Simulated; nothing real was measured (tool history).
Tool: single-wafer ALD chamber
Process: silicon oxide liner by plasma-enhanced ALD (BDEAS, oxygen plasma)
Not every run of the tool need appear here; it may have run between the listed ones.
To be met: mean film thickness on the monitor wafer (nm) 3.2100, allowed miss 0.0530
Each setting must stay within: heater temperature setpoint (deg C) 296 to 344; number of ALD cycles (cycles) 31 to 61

| run | hour | heater temperature setpoint (deg C) | number of ALD cycles (cycles) | mean film thickness on the monitor wafer (nm) |
|---|---|---|---|---|
| 1 | 0.0 | 320 | 46 | 4.4391 |
| 2 | 6.0 | 321 | 43 | 4.1410 |
| 3 | 7.6 | 322 | 41 | 3.9206 |
| 4 | 16.3 | 323 | 39 | 3.7106 |
| 5 | 19.4 | 315 | 39 | 3.7619 |
| 6 | 23.4 | 319 | 39 | 3.7681 |
| 7 | 28.3 | 320 | 38 | 3.6486 |
| 8 | 33.1 | 320 | 38 | 3.6604 |
| 9 | 39.6 | 321 | 37 | 3.5291 |
| 10 | 47.8 | 321 | 37 | 3.5430 |
| 11 | 48.4 | 322 | 36 | 3.4372 |

5 next moves are on the table. One of them brings every result within its allowed miss. Which?
| A | 49.0 | 321 | 40 | ? |
| B | 49.0 | 315 | 33 | ? |
| C | 49.0 | 325 | 35 | ? |
| D | 49.0 | 316 | 38 | ? |
| E | 49.0 | 323 | 35 | ? |

| move | mean film thickness on the monitor wafer (nm) |
|---|---|
| A | 3.8405 |
| B | 3.1925 |
| C | 3.3434 |
| D | 3.6716 |
| E | 3.3519 |
A: the biggest miss grows against the last run
B: all results in spec
C: closes in on the targets versus the last run, not all within tolerance yet
D: the biggest miss grows against the last run
E: closes in on the targets versus the last run, not all within tolerance yet
Answer: B
